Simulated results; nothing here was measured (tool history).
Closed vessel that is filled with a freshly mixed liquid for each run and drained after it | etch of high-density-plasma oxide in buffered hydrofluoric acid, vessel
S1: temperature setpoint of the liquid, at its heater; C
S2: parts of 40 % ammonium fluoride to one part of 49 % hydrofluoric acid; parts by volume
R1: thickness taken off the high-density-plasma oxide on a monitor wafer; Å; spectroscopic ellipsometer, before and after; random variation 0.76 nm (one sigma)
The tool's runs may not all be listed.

Run 1, day 0: S1 23 C, S2 16.5 parts by volume, time in the liquid (s) 95. Result: R1 775.08 Å.
Run 2, day 0.071: S1 23 C, S2 16.5 parts by volume, time in the liquid (s) 95. Result: R1 776.18 Å.
Run 3, day 0.133: S1 23.5 C, S2 16.5 parts by volume, time in the liquid (s) 95. Result: R1 803.98 Å.
Run 4, day 0.312: S1 25.5 C, S2 16.5 parts by volume, time in the liquid (s) 95. Result: R1 896.95 Å.
Run 5, day 0.529: S1 25.5 C, S2 16.5 parts by volume, time in the liquid (s) 105. Result: R1 1002.2 Å.
Run 6, day 0.771: S1 25.5 C, S2 14 parts by volume, time in the liquid (s) 105. Result: R1 1169.2 Å.

Run 7 comes next. What will it give?
Run 7, day 0.879: S1 24.5 C, S2 14 parts by volume, time in the liquid (s) 105. Result: R1 ?.

R1: 1105 Å

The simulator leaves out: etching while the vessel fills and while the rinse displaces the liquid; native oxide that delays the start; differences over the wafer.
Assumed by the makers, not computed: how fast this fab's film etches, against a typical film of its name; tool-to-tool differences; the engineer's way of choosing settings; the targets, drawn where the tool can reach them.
